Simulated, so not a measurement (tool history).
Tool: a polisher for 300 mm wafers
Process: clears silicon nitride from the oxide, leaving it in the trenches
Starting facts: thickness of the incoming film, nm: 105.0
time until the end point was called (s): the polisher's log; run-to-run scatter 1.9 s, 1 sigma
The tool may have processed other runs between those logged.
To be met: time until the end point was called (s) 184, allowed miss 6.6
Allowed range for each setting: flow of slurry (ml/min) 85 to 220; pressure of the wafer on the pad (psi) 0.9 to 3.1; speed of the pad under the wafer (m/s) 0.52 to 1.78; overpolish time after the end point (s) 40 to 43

| run | hour | flow of slurry (ml/min) | pressure of the wafer on the pad (psi) | speed of the pad under the wafer (m/s) | overpolish time after the end point (s) | time until the end point was called (s) |
|---|---|---|---|---|---|---|
| 1 | 0 | 140 | 2 | 1.14 | 40 | 141.6 |
| 2 | 3.6 | 135 | 1.9 | 1.14 | 40 | 150.27 |
| 3 | 7.2 | 135 | 1.9 | 1.14 | 40 | 152.26 |
| 4 | 9.8 | 105 | 1.9 | 1.14 | 40 | 158.77 |
| 5 | 14.6 | 105 | 1.8 | 1.14 | 40 | 164.83 |
| 6 | 19.3 | 105 | 1.8 | 0.94 | 40 | 198.32 |
| 7 | 24.4 | 110 | 1.8 | 0.94 | 40 | 198.08 |
| 8 | 29.7 | 115 | 1.8 | 0.94 | 40 | 197.26 |
|  | 34.5 | slurry nozzle cleaned |
| 9 | 34.5 | 120 | 1.8 | 0.94 | 40 | 175.92 |

Which one of the following 4 next-run settings gets every result inside its allowed miss? There is exactly one.
| A | 39.3 | 110 | 1.7 | 1.06 | 40 | ? |
| B | 39.3 | 110 | 1.8 | 0.92 | 42 | ? |
| C | 39.3 | 115 | 2 | 0.92 | 43 | ? |
| D | 39.3 | 115 | 1.5 | 1.14 | 43 | ? |

| move | time until the end point was called (s) |
|---|---|
| A | 169.75 |
| B | 186.34 |
| C | 170.15 |
| D | 172.06 |
A: moves away from the targets compared with the last run
B: all results in spec
C: moves away from the targets compared with the last run
D: moves away from the targets compared with the last run
B is the move that brings every result within its allowed miss.
